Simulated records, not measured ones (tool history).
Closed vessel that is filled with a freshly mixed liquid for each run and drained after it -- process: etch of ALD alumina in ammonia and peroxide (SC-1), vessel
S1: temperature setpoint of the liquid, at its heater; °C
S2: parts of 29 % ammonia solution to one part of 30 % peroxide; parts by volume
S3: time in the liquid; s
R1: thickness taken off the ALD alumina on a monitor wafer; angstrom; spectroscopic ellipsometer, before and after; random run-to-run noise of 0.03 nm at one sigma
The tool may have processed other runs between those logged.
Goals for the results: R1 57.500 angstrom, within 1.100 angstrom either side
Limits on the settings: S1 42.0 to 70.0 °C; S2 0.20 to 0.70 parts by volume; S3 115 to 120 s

{"run": 1, "day": 0.0, "S1": 58.0, "S2": 0.4, "S3": 115, "R1": 84.474}
{"run": 2, "day": 0.083, "S1": 58.0, "S2": 0.4, "S3": 120, "R1": 88.572}
{"run": 3, "day": 0.25, "S1": 58.0, "S2": 0.3, "S3": 120, "R1": 86.305}
{"run": 4, "day": 0.496, "S1": 58.0, "S2": 0.35, "S3": 120, "R1": 86.933}
{"run": 5, "day": 0.688, "S1": 56.5, "S2": 0.35, "S3": 120, "R1": 80.808}
{"run": 6, "day": 0.767, "S1": 56.5, "S2": 0.35, "S3": 115, "R1": 77.644}
{"run": 7, "day": 1.092, "S1": 55.5, "S2": 0.35, "S3": 115, "R1": 73.752}
{"run": 8, "day": 1.15, "S1": 54.5, "S2": 0.35, "S3": 115, "R1": 69.599}
{"run": 9, "day": 1.467, "S1": 50.0, "S2": 0.35, "S3": 115, "R1": 55.194}

5 candidate next runs follow, results not yet known. Just one meets every target within its allowed miss. Identify it.
{"run": "A", "day": 1.783, "S1": 49.5, "S2": 0.3, "S3": 120, "R1": "?"}
{"run": "B", "day": 1.783, "S1": 50.5, "S2": 0.2, "S3": 115, "R1": "?"}
{"run": "C", "day": 1.783, "S1": 48.5, "S2": 0.45, "S3": 115, "R1": "?"}
{"run": "D", "day": 1.783, "S1": 48.5, "S2": 0.4, "S3": 120, "R1": "?"}
{"run": "E", "day": 1.783, "S1": 51.0, "S2": 0.2, "S3": 120, "R1": "?"}

move=A R1=54.787
move=B R1=53.372
move=C R1=51.626
move=D R1=53.271
move=E R1=57.238
A: its largest miss is bigger than the last run's
B: its largest miss is bigger than the last run's
C: its largest miss is bigger than the last run's
D: its largest miss is bigger than the last run's
E: meets every target
So the answer is move E, the one that meets all the targets.
